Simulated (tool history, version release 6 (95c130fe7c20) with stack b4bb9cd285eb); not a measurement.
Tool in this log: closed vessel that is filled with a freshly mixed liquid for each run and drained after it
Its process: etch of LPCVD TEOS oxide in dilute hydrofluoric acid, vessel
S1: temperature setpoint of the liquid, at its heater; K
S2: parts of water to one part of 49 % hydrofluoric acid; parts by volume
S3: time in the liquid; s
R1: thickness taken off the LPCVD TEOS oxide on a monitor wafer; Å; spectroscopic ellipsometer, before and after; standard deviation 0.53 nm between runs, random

Run 1, day 0: S1 295.15 K, S2 45 parts by volume, S3 35 s. Result: R1 377.83 Å.
Run 2, day 0.229: S1 296.65 K, S2 45 parts by volume, S3 35 s. Result: R1 398.83 Å.
Run 3, day 0.275: S1 299.15 K, S2 45 parts by volume, S3 35 s. Result: R1 442.29 Å.
Run 4, day 0.554: S1 299.15 K, S2 60 parts by volume, S3 35 s. Result: R1 326.74 Å.
Run 5, day 0.725: S1 299.65 K, S2 55 parts by volume, S3 35 s. Result: R1 362.75 Å.
Run 6, day 0.758: S1 299.65 K, S2 55 parts by volume, S3 30 s. Result: R1 312.68 Å.

What will run 7 give?
Run 7, day 0.883: S1 303.15 K, S2 40 parts by volume, S3 30 s. Result: R1 ?.

{"run 7": {"R1": 507.56}}
